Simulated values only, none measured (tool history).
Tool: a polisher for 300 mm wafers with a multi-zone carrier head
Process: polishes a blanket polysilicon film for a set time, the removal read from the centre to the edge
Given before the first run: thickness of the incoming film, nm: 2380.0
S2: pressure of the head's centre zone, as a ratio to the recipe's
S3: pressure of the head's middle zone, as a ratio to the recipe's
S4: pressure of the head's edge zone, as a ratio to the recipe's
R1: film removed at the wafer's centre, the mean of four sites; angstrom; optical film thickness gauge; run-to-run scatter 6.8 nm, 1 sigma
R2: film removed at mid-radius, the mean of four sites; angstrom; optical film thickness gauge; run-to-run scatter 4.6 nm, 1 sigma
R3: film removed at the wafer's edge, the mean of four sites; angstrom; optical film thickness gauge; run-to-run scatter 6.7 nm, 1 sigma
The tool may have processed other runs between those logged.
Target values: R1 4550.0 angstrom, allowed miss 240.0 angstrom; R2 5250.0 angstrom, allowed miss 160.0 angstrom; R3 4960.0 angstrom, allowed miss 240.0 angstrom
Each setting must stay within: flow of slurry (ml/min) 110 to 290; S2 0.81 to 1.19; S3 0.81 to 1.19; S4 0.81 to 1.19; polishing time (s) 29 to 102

Run 1, hour 0.0: flow of slurry (ml/min) 185, S2 1.00, S3 1.00, S4 1.00, polishing time (s) 65. Result: R1 3435.0 angstrom, R2 3557.0 angstrom, R3 3487.8 angstrom.
Run 2, hour 6.6: flow of slurry (ml/min) 185, S2 1.06, S3 1.00, S4 1.00, polishing time (s) 65. Result: R1 3772.6 angstrom, R2 3509.3 angstrom, R3 3519.8 angstrom.
Run 3, hour 11.1: flow of slurry (ml/min) 190, S2 1.04, S3 1.03, S4 1.04, polishing time (s) 69. Result: R1 3930.0 angstrom, R2 3816.9 angstrom, R3 3687.7 angstrom.
Run 4, hour 14.3: flow of slurry (ml/min) 190, S2 1.01, S3 1.03, S4 1.04, polishing time (s) 74. Result: R1 4143.2 angstrom, R2 4078.7 angstrom, R3 4143.7 angstrom.
Run 5, hour 18.9: flow of slurry (ml/min) 195, S2 0.99, S3 1.06, S4 1.04, polishing time (s) 77. Result: R1 4143.8 angstrom, R2 4402.6 angstrom, R3 4288.0 angstrom.
Run 6, hour 19.4: flow of slurry (ml/min) 200, S2 0.98, S3 1.08, S4 1.05, polishing time (s) 79. Result: R1 4304.9 angstrom, R2 4611.7 angstrom, R3 4351.5 angstrom.
Run 7, hour 24.1: flow of slurry (ml/min) 200, S2 0.98, S3 1.08, S4 1.05, polishing time (s) 79. Result: R1 4265.3 angstrom, R2 4691.7 angstrom, R3 4385.6 angstrom.
At hour 27.0: slurry nozzle cleaned.
Run 8, hour 27.0: flow of slurry (ml/min) 205, S2 0.97, S3 1.08, S4 1.06, polishing time (s) 81. Result: R1 4496.2 angstrom, R2 5015.0 angstrom, R3 4814.6 angstrom.
Run 9, hour 34.6: flow of slurry (ml/min) 210, S2 0.97, S3 1.08, S4 1.06, polishing time (s) 81. Result: R1 4694.6 angstrom, R2 5056.7 angstrom, R3 4842.7 angstrom.
Run 10, hour 43.3: flow of slurry (ml/min) 210, S2 0.96, S3 1.08, S4 1.06, polishing time (s) 81. Result: R1 4550.1 angstrom, R2 5125.0 angstrom, R3 4741.4 angstrom.
Run 11, hour 51.9: flow of slurry (ml/min) 210, S2 0.95, S3 1.07, S4 1.07, polishing time (s) 81. Result: R1 4527.4 angstrom, R2 5087.9 angstrom, R3 4693.9 angstrom.
Run 12, hour 60.6: flow of slurry (ml/min) 205, S2 0.94, S3 1.07, S4 1.07, polishing time (s) 82. Result: R1 4520.8 angstrom, R2 5007.2 angstrom, R3 4763.4 angstrom.

Which single option among these 4 for the next run brings every result within its allowed miss of target? Just one does.
Run A, hour 69.3: flow of slurry (ml/min) 225, S2 0.92, S3 1.08, S4 1.07, polishing time (s) 83. Result: R1 ?, R2 ?, R3 ?.
Run B, hour 69.3: flow of slurry (ml/min) 210, S2 0.97, S3 1.11, S4 0.95, polishing time (s) 81. Result: R1 ?, R2 ?, R3 ?.
Run C, hour 69.3: flow of slurry (ml/min) 270, S2 1.00, S3 1.19, S4 0.98, polishing time (s) 78. Result: R1 ?, R2 ?, R3 ?.
Run D, hour 69.3: flow of slurry (ml/min) 280, S2 1.06, S3 1.19, S4 1.00, polishing time (s) 75. Result: R1 ?, R2 ?, R3 ?.

move      R1      R2      R3
   A  4563.0  5156.7  4967.4
   B  4654.2  5101.2  4545.8
   C  4773.1  5347.1  4533.6
   D  4886.9  5158.5  4414.1
A: every result within its allowed miss
B: the furthest-off result lands on target, but another misses its tolerance
C: the furthest-off result lands on target, but another misses its tolerance
D: the furthest-off result lands on target, but another misses its tolerance
Go with A: it meets all targets.
